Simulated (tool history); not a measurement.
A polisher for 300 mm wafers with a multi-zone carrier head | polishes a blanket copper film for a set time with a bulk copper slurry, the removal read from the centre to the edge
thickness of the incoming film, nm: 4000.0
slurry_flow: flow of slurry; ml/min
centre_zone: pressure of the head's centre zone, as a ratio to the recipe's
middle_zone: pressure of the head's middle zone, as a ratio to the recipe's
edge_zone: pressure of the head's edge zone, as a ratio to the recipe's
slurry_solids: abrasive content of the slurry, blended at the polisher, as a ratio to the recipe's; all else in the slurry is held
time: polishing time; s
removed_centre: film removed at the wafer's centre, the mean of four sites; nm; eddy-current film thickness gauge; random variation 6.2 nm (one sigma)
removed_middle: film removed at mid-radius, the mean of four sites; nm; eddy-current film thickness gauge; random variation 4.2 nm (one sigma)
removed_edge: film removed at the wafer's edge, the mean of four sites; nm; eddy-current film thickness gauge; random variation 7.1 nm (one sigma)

Run 1, hour 0.0: slurry_flow 295 ml/min, centre_zone 1.00, middle_zone 1.00, edge_zone 1.00, slurry_solids 1.00, time 31 s. Result: removed_centre 464.04 nm, removed_middle 435.47 nm, removed_edge 451.49 nm.
Run 2, hour 3.7: slurry_flow 295 ml/min, centre_zone 1.00, middle_zone 1.00, edge_zone 1.04, slurry_solids 1.00, time 31 s. Result: removed_centre 456.18 nm, removed_middle 442.17 nm, removed_edge 455.61 nm.
Run 3, hour 11.0: slurry_flow 295 ml/min, centre_zone 1.00, middle_zone 1.00, edge_zone 1.09, slurry_solids 1.00, time 31 s. Result: removed_centre 457.81 nm, removed_middle 435.90 nm, removed_edge 466.48 nm.
Run 4, hour 14.6: slurry_flow 295 ml/min, centre_zone 1.00, middle_zone 1.06, edge_zone 1.09, slurry_solids 1.00, time 31 s. Result: removed_centre 458.18 nm, removed_middle 469.17 nm, removed_edge 474.01 nm.
Run 5, hour 16.0: slurry_flow 300 ml/min, centre_zone 1.02, middle_zone 1.07, edge_zone 1.09, slurry_solids 1.05, time 31 s. Result: removed_centre 471.01 nm, removed_middle 472.81 nm, removed_edge 472.07 nm.
Run 6, hour 22.0: slurry_flow 300 ml/min, centre_zone 0.96, middle_zone 1.07, edge_zone 1.09, slurry_solids 1.05, time 31 s. Result: removed_centre 442.37 nm, removed_middle 474.78 nm, removed_edge 477.03 nm.

Forecast run 7:
Run 7, hour 30.7: slurry_flow 305 ml/min, centre_zone 0.99, middle_zone 1.07, edge_zone 1.10, slurry_solids 1.10, time 31 s. Result: removed_centre ?, removed_middle ?, removed_edge ?.

Run 7 gave removed_centre 458.56 nm, removed_middle 482.68 nm, removed_edge 464.91 nm.

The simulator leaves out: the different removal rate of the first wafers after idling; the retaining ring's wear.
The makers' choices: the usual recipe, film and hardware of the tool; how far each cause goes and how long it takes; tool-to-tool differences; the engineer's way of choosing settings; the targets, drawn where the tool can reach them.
